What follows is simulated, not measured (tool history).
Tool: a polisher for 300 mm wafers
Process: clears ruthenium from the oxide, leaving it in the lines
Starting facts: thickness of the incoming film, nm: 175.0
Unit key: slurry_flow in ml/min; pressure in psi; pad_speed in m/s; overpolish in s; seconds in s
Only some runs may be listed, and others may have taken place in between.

{"run": 1, "day": 0.0, "slurry_flow": 165, "pressure": 2.7, "pad_speed": 1.02, "overpolish": 7, "seconds": 107.82}
{"run": 2, "day": 0.333, "slurry_flow": 165, "pressure": 2.5, "pad_speed": 1.0, "overpolish": 7, "seconds": 121.6}
{"run": 3, "day": 0.4, "slurry_flow": 165, "pressure": 2.3, "pad_speed": 1.0, "overpolish": 7, "seconds": 132.34}
{"run": 4, "day": 0.579, "slurry_flow": 165, "pressure": 2.2, "pad_speed": 1.0, "overpolish": 7, "seconds": 136.54}
{"run": 5, "day": 0.9, "slurry_flow": 165, "pressure": 2.1, "pad_speed": 0.98, "overpolish": 7, "seconds": 143.89}
{"run": 6, "day": 1.092, "slurry_flow": 165, "pressure": 2.1, "pad_speed": 0.98, "overpolish": 7, "seconds": 144.82}

For run 7, what comes out?
{"run": 7, "day": 1.417, "slurry_flow": 165, "pressure": 2.0, "pad_speed": 0.96, "overpolish": 7, "seconds": "?"}

{"run 7": {"seconds": 154.32}}
